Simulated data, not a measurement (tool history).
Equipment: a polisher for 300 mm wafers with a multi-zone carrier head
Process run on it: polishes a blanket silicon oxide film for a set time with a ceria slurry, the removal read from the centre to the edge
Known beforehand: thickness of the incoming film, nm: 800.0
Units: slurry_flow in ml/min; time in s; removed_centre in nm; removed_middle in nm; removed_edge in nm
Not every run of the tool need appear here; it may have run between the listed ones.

run	hour	slurry_flow	centre_zone	middle_zone	edge_zone	time	removed_centre	removed_middle	removed_edge
1	0	215	1	1	1	50	185.68	183.89	190.19
2	5.5	220	1	1.01	1.02	51	193.46	189.76	201.08
3	8.4	225	1	1.03	1.03	52	196.09	202.02	201.77
4	12.2	225	1	1.03	1.04	53	200.38	199.99	206.16
5	14.2	225	1	1.03	1.1	53	203.93	199.4	214.49
6	22.5	230	1	1.04	1.11	54	204.72	211.31	216.64
7	25.1	230	1	1.04	1.12	55	211.89	212.94	223.26
8	28.3	235	1	1.05	1.13	56	213.4	220.68	227.06

Run 9 is up next; what results do you expect?
9	31.4	235	1	1.05	1.14	57	?	?	?

removed_centre: 217.55 nm
removed_middle: 217.24 nm
removed_edge: 235.72 nm

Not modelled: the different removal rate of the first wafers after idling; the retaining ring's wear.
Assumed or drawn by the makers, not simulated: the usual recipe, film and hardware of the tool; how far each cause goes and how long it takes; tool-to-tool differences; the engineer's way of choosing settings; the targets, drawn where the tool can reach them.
